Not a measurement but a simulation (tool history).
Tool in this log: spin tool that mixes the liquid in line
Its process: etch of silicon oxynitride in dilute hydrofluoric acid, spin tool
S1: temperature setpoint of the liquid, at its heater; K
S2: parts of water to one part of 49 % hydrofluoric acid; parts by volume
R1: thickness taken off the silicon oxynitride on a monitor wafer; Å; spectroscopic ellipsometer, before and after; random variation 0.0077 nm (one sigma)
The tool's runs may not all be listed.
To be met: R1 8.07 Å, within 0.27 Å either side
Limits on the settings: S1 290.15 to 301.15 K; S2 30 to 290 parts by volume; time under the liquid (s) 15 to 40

run 1 hour=0 | S1=293.15 S2=160 time_under_the_liquid_(s)=40 | R1=6.4005
run 2 hour=1 | S1=294.15 S2=160 time_under_the_liquid_(s)=40 | R1=6.7513
run 3 hour=9.8 | S1=294.15 S2=160 time_under_the_liquid_(s)=15 | R1=2.5124
run 4 hour=11.2 | S1=294.15 S2=185 time_under_the_liquid_(s)=15 | R1=2.1231
run 5 hour=14 | S1=293.15 S2=170 time_under_the_liquid_(s)=15 | R1=2.2312
run 6 hour=17.2 | S1=293.15 S2=170 time_under_the_liquid_(s)=15 | R1=2.2537
run 7 hour=18.5 | S1=295.15 S2=165 time_under_the_liquid_(s)=15 | R1=2.5564
run 8 hour=21.4 | S1=294.15 S2=145 time_under_the_liquid_(s)=15 | R1=2.8749

Which single option among these 4 for the next run brings every result within its allowed miss of target? Just one does.
run A hour=24.3 | S1=292.65 S2=140 time_under_the_liquid_(s)=25 | R1=?
run B hour=24.3 | S1=295.65 S2=160 time_under_the_liquid_(s)=35 | R1=?
run C hour=24.3 | S1=295.65 S2=145 time_under_the_liquid_(s)=40 | R1=?
run D hour=24.3 | S1=292.15 S2=150 time_under_the_liquid_(s)=35 | R1=?

move=A R1=4.5973
move=B R1=6.3963
move=C R1=8.1574
move=D R1=5.825
A: gains on the last run, yet a result remains outside its allowed miss
B: gains on the last run, yet a result remains outside its allowed miss
C: all results land within tolerance of their targets
D: gains on the last run, yet a result remains outside its allowed miss
Correct choice: C, which meets every target
